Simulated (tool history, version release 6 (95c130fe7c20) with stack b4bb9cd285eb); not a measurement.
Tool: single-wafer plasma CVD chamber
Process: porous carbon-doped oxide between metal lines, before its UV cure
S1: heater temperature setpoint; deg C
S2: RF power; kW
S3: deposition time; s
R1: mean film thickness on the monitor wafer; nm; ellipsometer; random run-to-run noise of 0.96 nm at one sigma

run 1 hour=0 | S1=320 S2=0.47 S3=33.8 | R1=162.53
run 2 hour=8.2 | S1=320 S2=0.47 S3=34.9 | R1=166.71
run 3 hour=16.9 | S1=316 S2=0.48 S3=34.9 | R1=171.51
run 4 hour=23.7 | S1=316 S2=0.48 S3=34.9 | R1=174.85
run 5 hour=30.6 | S1=321 S2=0.48 S3=34.9 | R1=167.41
run 6 hour=35.8 | S1=321 S2=0.52 S3=34.9 | R1=173.72
run 7 hour=44.5 | S1=318 S2=0.525 S3=34.9 | R1=178.54
run 8 hour=52.2 | S1=315 S2=0.53 S3=34.9 | R1=183.25
run 9 hour=60.7 | S1=313 S2=0.53 S3=34.9 | R1=185.65
run 10 hour=61.6 | S1=311 S2=0.53 S3=34.9 | R1=186.44

Predict the results of run 11:
run 11 hour=68.2 | S1=309 S2=0.53 S3=34.9 | R1=?

R1: 190.26 nm
